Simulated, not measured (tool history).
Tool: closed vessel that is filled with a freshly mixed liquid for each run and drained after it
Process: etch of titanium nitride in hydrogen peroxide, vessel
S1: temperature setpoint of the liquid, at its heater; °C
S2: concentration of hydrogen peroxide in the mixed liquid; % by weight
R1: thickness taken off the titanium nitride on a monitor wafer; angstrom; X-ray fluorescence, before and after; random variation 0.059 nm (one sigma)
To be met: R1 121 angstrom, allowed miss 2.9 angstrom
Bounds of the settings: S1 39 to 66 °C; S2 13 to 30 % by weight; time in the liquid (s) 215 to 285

run 1 hour=0 | S1=55 S2=24 time_in_the_liquid_(s)=285 | R1=231.25
run 2 hour=2.3 | S1=53.5 S2=24 time_in_the_liquid_(s)=285 | R1=209.9
run 3 hour=5.5 | S1=53.5 S2=27 time_in_the_liquid_(s)=285 | R1=215.03
run 4 hour=9.9 | S1=53.5 S2=27 time_in_the_liquid_(s)=215 | R1=163.15
run 5 hour=11.2 | S1=53 S2=27 time_in_the_liquid_(s)=215 | R1=157.18
-- hour=14.2 new drum of peroxide connected
run 6 hour=14.2 | S1=53 S2=27 time_in_the_liquid_(s)=215 | R1=157.61
run 7 hour=20.9 | S1=52.5 S2=27 time_in_the_liquid_(s)=215 | R1=154.26
run 8 hour=23.7 | S1=48.5 S2=27 time_in_the_liquid_(s)=215 | R1=114.76

5 next moves are on the table. One of them brings every result within its allowed miss. Which?
run A hour=26.5 | S1=45.5 S2=25 time_in_the_liquid_(s)=275 | R1=?
run B hour=26.5 | S1=47.5 S2=24 time_in_the_liquid_(s)=225 | R1=?
run C hour=26.5 | S1=45 S2=21.5 time_in_the_liquid_(s)=280 | R1=?
run D hour=26.5 | S1=48.5 S2=28 time_in_the_liquid_(s)=235 | R1=?
run E hour=26.5 | S1=47 S2=28.5 time_in_the_liquid_(s)=250 | R1=?

move=A R1=116.09
move=B R1=109.12
move=C R1=110.22
move=D R1=126.83
move=E R1=121.36
A: nearer than the last run, and not there yet
B: further off than the last run
C: further off than the last run
D: takes the result that was furthest off past its target
E: meets every target
Answer: E

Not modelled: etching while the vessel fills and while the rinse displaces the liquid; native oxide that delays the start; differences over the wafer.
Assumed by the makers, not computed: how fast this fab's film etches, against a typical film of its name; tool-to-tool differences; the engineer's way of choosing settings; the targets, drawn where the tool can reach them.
